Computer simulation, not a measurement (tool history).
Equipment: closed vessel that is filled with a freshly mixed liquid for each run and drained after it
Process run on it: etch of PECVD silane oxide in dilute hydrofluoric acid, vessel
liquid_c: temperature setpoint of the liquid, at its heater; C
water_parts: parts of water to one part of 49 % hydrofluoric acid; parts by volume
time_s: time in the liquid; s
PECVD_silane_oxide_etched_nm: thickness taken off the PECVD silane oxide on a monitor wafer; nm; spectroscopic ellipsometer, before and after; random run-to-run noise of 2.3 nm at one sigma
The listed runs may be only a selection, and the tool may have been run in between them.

{"run": 1, "day": 0.0, "liquid_c": 23.0, "water_parts": 260, "time_s": 1415, "PECVD_silane_oxide_etched_nm": 83.607}
{"run": 2, "day": 0.088, "liquid_c": 21.0, "water_parts": 260, "time_s": 1415, "PECVD_silane_oxide_etched_nm": 77.657}
{"run": 3, "day": 0.333, "liquid_c": 21.0, "water_parts": 350, "time_s": 1415, "PECVD_silane_oxide_etched_nm": 52.519}
{"run": 4, "day": 0.688, "liquid_c": 21.0, "water_parts": 350, "time_s": 1515, "PECVD_silane_oxide_etched_nm": 56.522}
{"run": 5, "day": 0.971, "liquid_c": 23.0, "water_parts": 350, "time_s": 1515, "PECVD_silane_oxide_etched_nm": 61.298}
{"run": 6, "day": 1.196, "liquid_c": 23.0, "water_parts": 420, "time_s": 1515, "PECVD_silane_oxide_etched_nm": 47.846}
{"run": 7, "day": 1.3, "liquid_c": 25.0, "water_parts": 335, "time_s": 1515, "PECVD_silane_oxide_etched_nm": 69.965}
{"run": 8, "day": 1.571, "liquid_c": 26.5, "water_parts": 265, "time_s": 1515, "PECVD_silane_oxide_etched_nm": 99.842}
{"run": 9, "day": 1.629, "liquid_c": 27.5, "water_parts": 215, "time_s": 1515, "PECVD_silane_oxide_etched_nm": 132.89}
{"run": 10, "day": 1.779, "liquid_c": 28.5, "water_parts": 180, "time_s": 1515, "PECVD_silane_oxide_etched_nm": 170.46}

What will run 11 give?
{"run": 11, "day": 2.054, "liquid_c": 31.0, "water_parts": 85, "time_s": 1515, "PECVD_silane_oxide_etched_nm": "?"}

{"run 11": {"PECVD_silane_oxide_etched_nm": 454.58}}
